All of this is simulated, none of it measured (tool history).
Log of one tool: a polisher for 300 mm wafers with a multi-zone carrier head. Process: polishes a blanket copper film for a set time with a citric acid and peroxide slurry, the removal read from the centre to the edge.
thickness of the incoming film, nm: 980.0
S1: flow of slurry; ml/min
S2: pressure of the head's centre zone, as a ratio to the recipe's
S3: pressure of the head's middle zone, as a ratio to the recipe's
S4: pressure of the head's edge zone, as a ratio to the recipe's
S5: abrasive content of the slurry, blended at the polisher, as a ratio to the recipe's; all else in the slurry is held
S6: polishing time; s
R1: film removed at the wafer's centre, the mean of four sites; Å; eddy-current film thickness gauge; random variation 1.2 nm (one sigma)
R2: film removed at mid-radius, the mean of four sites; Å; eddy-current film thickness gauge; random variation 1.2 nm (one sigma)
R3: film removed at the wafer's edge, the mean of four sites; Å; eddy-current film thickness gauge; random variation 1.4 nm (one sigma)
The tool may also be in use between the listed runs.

run,day,S1,S2,S3,S4,S5,S6,R1,R2,R3
1,0,170,1,1,1,1,45,1314.1,1342.1,1347.2
2,0.129,170,1,1,0.95,1,45,1329.2,1363.8,1297.4
3,0.433,170,1,1,0.95,0.9,45,1288.7,1309.6,1295
4,0.567,170,1,1,0.95,0.9,50,1442,1464.4,1416.6
5,0.621,170,1,1.08,0.95,0.9,50,1430.7,1544.8,1438.6
6,0.792,170,1,1.08,0.87,0.9,50,1425.7,1539.8,1357.5
7,1.021,165,1,1.04,0.87,0.8,48,1341,1383.9,1256.5
8,1.154,160,0.99,1,0.87,0.75,47,1229.1,1284.8,1208.5

The next listed run, before its measurement:
9,1.454,155,1,0.97,0.87,0.7,46,?,?,?

Run 9 gave R1 1196.3 Å, R2 1170.6 Å, R3 1129.4 Å.
